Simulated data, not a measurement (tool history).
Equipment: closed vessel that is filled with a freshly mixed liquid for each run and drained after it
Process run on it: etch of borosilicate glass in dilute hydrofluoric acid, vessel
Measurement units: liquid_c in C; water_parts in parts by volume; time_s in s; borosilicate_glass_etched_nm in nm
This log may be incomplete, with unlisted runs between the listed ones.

{"run": 1, "hour": 0.0, "liquid_c": 24, "water_parts": 205, "time_s": 155, "borosilicate_glass_etched_nm": 36.738}
{"run": 2, "hour": 7.1, "liquid_c": 23, "water_parts": 205, "time_s": 155, "borosilicate_glass_etched_nm": 35.416}
{"run": 3, "hour": 10.1, "liquid_c": 23, "water_parts": 205, "time_s": 155, "borosilicate_glass_etched_nm": 35.722}
{"run": 4, "hour": 18.7, "liquid_c": 23, "water_parts": 205, "time_s": 155, "borosilicate_glass_etched_nm": 35.411}
{"run": 5, "hour": 21.3, "liquid_c": 23, "water_parts": 205, "time_s": 155, "borosilicate_glass_etched_nm": 35.583}
{"run": 6, "hour": 23.1, "liquid_c": 23, "water_parts": 205, "time_s": 165, "borosilicate_glass_etched_nm": 37.969}
{"run": 7, "hour": 26.7, "liquid_c": 25.5, "water_parts": 180, "time_s": 165, "borosilicate_glass_etched_nm": 48.328}
{"run": 8, "hour": 30.5, "liquid_c": 27.5, "water_parts": 160, "time_s": 165, "borosilicate_glass_etched_nm": 60.211}
{"run": 9, "hour": 35.0, "liquid_c": 29, "water_parts": 150, "time_s": 165, "borosilicate_glass_etched_nm": 68.412}
{"run": 10, "hour": 40.4, "liquid_c": 30, "water_parts": 145, "time_s": 165, "borosilicate_glass_etched_nm": 74.864}
{"run": 11, "hour": 47.9, "liquid_c": 30.5, "water_parts": 140, "time_s": 165, "borosilicate_glass_etched_nm": 78.795}
{"run": 12, "hour": 52.4, "liquid_c": 31, "water_parts": 140, "time_s": 165, "borosilicate_glass_etched_nm": 80.028}

For run 13, what comes out?
{"run": 13, "hour": 55.6, "liquid_c": 31, "water_parts": 140, "time_s": 165, "borosilicate_glass_etched_nm": "?"}

{"run 13": {"borosilicate_glass_etched_nm": 79.505}}
